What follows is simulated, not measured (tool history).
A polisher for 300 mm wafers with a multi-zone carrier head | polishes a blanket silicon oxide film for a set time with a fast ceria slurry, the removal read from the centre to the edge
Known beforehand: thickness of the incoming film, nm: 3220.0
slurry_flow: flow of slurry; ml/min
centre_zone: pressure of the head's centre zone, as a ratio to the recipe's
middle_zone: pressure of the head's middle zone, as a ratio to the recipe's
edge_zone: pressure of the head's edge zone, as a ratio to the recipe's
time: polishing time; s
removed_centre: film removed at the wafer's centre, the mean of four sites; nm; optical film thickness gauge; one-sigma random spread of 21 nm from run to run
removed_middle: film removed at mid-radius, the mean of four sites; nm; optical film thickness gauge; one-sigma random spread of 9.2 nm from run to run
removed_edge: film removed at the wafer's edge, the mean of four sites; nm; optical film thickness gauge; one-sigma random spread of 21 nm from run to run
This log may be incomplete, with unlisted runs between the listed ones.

| run | hour | slurry_flow | centre_zone | middle_zone | edge_zone | time | removed_centre | removed_middle | removed_edge |
|---|---|---|---|---|---|---|---|---|---|
| 1 | 0 | 315 | 1 | 1 | 1 | 67 | 1113.1 | 1003.8 | 1010.7 |
| 2 | 4.6 | 315 | 1 | 1.03 | 1 | 67 | 1135.1 | 1031.1 | 1021.6 |
| 3 | 8.2 | 310 | 1.01 | 1.03 | 1.05 | 72 | 1285.7 | 1103.6 | 1150.5 |
| 4 | 16.4 | 310 | 1.01 | 1.09 | 1.05 | 72 | 1249.8 | 1146.3 | 1125.3 |
| 5 | 20.7 | 310 | 1.01 | 1.09 | 1 | 72 | 1264.2 | 1171.6 | 1129.1 |
| 6 | 22.2 | 290 | 1 | 1.09 | 1.05 | 76 | 1285.6 | 1216.5 | 1171.8 |
|  | 26.8 | centre zone pressure recalibrated |
| 7 | 26.8 | 330 | 0.99 | 1.09 | 1.09 | 77 | 1210 | 1253.5 | 1262.7 |
| 8 | 28.7 | 340 | 1.02 | 1.08 | 1.11 | 78 | 1243.5 | 1251.7 | 1301.1 |

What does the tool deliver on the next run?
| 9 | 36 | 335 | 1.05 | 1.08 | 1.12 | 79 | ? | ? | ? |

Run 9 produced removed_centre 1308.7 nm, removed_middle 1285.1 nm, removed_edge 1286.2 nm.

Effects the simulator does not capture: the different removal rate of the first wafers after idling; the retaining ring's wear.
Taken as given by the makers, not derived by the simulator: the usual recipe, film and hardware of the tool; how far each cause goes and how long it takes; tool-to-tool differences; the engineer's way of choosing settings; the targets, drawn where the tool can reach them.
